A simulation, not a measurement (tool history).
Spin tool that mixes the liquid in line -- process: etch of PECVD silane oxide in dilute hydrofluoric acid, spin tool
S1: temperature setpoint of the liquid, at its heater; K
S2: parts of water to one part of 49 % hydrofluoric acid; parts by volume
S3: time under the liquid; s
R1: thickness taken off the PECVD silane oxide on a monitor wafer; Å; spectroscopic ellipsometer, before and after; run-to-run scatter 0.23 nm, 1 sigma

| run | hour | S1 | S2 | S3 | R1 |
|---|---|---|---|---|---|
| 1 | 0.0 | 298.15 | 75 | 70 | 173.66 |
| 2 | 7.8 | 301.65 | 75 | 70 | 198.10 |
| 3 | 8.6 | 302.65 | 70 | 70 | 224.02 |
| 4 | 9.7 | 303.65 | 65 | 70 | 252.47 |
| 5 | 14.4 | 303.65 | 65 | 70 | 251.69 |
|  | 23.1 | thermometer replaced |
| 6 | 23.1 | 304.15 | 60 | 70 | 261.59 |
| 7 | 32.0 | 304.65 | 55 | 70 | 297.26 |

The next listed run, before its measurement:
| 8 | 40.1 | 305.15 | 55 | 70 | ? |

R1: 301.14 Å

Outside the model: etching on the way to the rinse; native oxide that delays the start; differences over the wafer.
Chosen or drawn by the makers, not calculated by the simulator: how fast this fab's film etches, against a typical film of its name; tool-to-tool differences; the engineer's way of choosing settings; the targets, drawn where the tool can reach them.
